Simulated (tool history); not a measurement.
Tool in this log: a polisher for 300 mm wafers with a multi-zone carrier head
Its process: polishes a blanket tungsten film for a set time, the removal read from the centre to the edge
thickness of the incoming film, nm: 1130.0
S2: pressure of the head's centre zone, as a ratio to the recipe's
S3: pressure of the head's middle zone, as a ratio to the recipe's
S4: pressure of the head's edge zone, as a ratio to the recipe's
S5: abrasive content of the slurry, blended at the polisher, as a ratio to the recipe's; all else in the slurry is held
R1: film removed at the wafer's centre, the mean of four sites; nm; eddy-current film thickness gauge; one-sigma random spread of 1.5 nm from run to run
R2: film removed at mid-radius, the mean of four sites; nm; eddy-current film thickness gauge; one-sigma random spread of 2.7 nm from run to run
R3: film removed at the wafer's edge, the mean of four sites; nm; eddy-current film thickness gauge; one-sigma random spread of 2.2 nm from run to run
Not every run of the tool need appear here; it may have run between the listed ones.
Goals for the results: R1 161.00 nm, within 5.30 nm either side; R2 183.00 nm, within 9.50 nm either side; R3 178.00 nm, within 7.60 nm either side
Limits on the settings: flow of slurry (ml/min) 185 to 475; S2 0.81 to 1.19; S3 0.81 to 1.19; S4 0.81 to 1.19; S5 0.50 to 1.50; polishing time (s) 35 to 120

Run 1, hour 0.0: flow of slurry (ml/min) 305, S2 1.00, S3 1.00, S4 1.00, S5 1.00, polishing time (s) 77. Result: R1 290.92 nm, R2 311.08 nm, R3 307.32 nm.
Run 2, hour 8.0: flow of slurry (ml/min) 305, S2 0.99, S3 0.99, S4 0.99, S5 0.95, polishing time (s) 73. Result: R1 270.95 nm, R2 287.33 nm, R3 281.47 nm.
Run 3, hour 13.3: flow of slurry (ml/min) 300, S2 0.97, S3 0.98, S4 0.98, S5 0.90, polishing time (s) 70. Result: R1 244.51 nm, R2 262.70 nm, R3 256.67 nm.
Run 4, hour 19.9: flow of slurry (ml/min) 295, S2 0.95, S3 0.96, S4 0.97, S5 0.85, polishing time (s) 70. Result: R1 234.87 nm, R2 251.22 nm, R3 249.50 nm.
Run 5, hour 25.5: flow of slurry (ml/min) 290, S2 0.93, S3 0.95, S4 0.95, S5 0.80, polishing time (s) 69. Result: R1 224.94 nm, R2 244.00 nm, R3 243.58 nm.
Run 6, hour 30.7: flow of slurry (ml/min) 290, S2 1.00, S3 0.95, S4 0.95, S5 0.80, polishing time (s) 69. Result: R1 242.04 nm, R2 236.69 nm, R3 239.74 nm.
Run 7, hour 39.2: flow of slurry (ml/min) 290, S2 0.98, S3 0.95, S4 0.94, S5 0.75, polishing time (s) 68. Result: R1 224.54 nm, R2 232.61 nm, R3 227.32 nm.
Run 8, hour 48.2: flow of slurry (ml/min) 290, S2 0.96, S3 0.94, S4 0.93, S5 0.70, polishing time (s) 67. Result: R1 214.52 nm, R2 214.78 nm, R3 219.37 nm.
Run 9, hour 52.5: flow of slurry (ml/min) 290, S2 0.94, S3 0.94, S4 0.92, S5 0.65, polishing time (s) 66. Result: R1 196.92 nm, R2 206.82 nm, R3 205.85 nm.
Run 10, hour 58.1: flow of slurry (ml/min) 290, S2 0.93, S3 0.94, S4 0.91, S5 0.65, polishing time (s) 66. Result: R1 195.41 nm, R2 210.45 nm, R3 209.08 nm.
Run 11, hour 66.4: flow of slurry (ml/min) 290, S2 0.92, S3 0.94, S4 0.90, S5 0.65, polishing time (s) 65. Result: R1 191.66 nm, R2 201.79 nm, R3 206.12 nm.
Run 12, hour 71.7: flow of slurry (ml/min) 290, S2 0.92, S3 0.95, S4 0.89, S5 0.65, polishing time (s) 64. Result: R1 187.62 nm, R2 204.38 nm, R3 199.62 nm.
Run 13, hour 75.5: flow of slurry (ml/min) 290, S2 0.91, S3 0.95, S4 0.88, S5 0.65, polishing time (s) 64. Result: R1 185.72 nm, R2 202.27 nm, R3 197.99 nm.
Run 14, hour 83.6: flow of slurry (ml/min) 285, S2 0.84, S3 0.94, S4 0.83, S5 0.50, polishing time (s) 60. Result: R1 142.27 nm, R2 167.93 nm, R3 154.70 nm.
Run 15, hour 90.4: flow of slurry (ml/min) 290, S2 0.85, S3 0.94, S4 0.85, S5 0.50, polishing time (s) 60. Result: R1 145.01 nm, R2 163.04 nm, R3 161.73 nm.
Run 16, hour 91.6: flow of slurry (ml/min) 290, S2 0.86, S3 0.95, S4 0.86, S5 0.50, polishing time (s) 60. Result: R1 145.40 nm, R2 171.40 nm, R3 162.04 nm.
Run 17, hour 99.6: flow of slurry (ml/min) 290, S2 0.87, S3 0.95, S4 0.87, S5 0.50, polishing time (s) 60. Result: R1 144.55 nm, R2 165.88 nm, R3 166.68 nm.
Run 18, hour 101.1: flow of slurry (ml/min) 290, S2 0.88, S3 0.96, S4 0.87, S5 0.50, polishing time (s) 60. Result: R1 147.03 nm, R2 171.46 nm, R3 161.36 nm.
Run 19, hour 104.2: flow of slurry (ml/min) 290, S2 0.89, S3 0.96, S4 0.88, S5 0.50, polishing time (s) 60. Result: R1 149.55 nm, R2 167.98 nm, R3 163.00 nm.

Of the 5 settings listed for the next run, only one would bring every result within its allowed miss of target. Which one?
Run A, hour 107.3: flow of slurry (ml/min) 280, S2 0.89, S3 1.01, S4 0.88, S5 0.60, polishing time (s) 65. Result: R1 ?, R2 ?, R3 ?.
Run B, hour 107.3: flow of slurry (ml/min) 330, S2 0.85, S3 1.05, S4 0.82, S5 0.55, polishing time (s) 64. Result: R1 ?, R2 ?, R3 ?.
Run C, hour 107.3: flow of slurry (ml/min) 265, S2 0.89, S3 0.97, S4 0.90, S5 0.70, polishing time (s) 56. Result: R1 ?, R2 ?, R3 ?.
Run D, hour 107.3: flow of slurry (ml/min) 190, S2 1.08, S3 0.91, S4 0.82, S5 0.60, polishing time (s) 55. Result: R1 ?, R2 ?, R3 ?.
Run E, hour 107.3: flow of slurry (ml/min) 310, S2 0.89, S3 1.19, S4 0.81, S5 0.60, polishing time (s) 58. Result: R1 ?, R2 ?, R3 ?.

move      R1      R2      R3
   A  177.77  204.06  195.59
   B  162.64  201.23  180.59
   C  163.11  181.71  181.80
   D  173.63  152.18  155.05
   E  160.52  208.99  169.09
A: takes the result that was furthest off past its target
B: puts the biggest miss on target and leaves a different result outside tolerance
C: every result within its allowed miss
D: takes the result that was furthest off past its target
E: puts the biggest miss on target and leaves a different result outside tolerance
So the answer is move C, the one that meets all the targets.
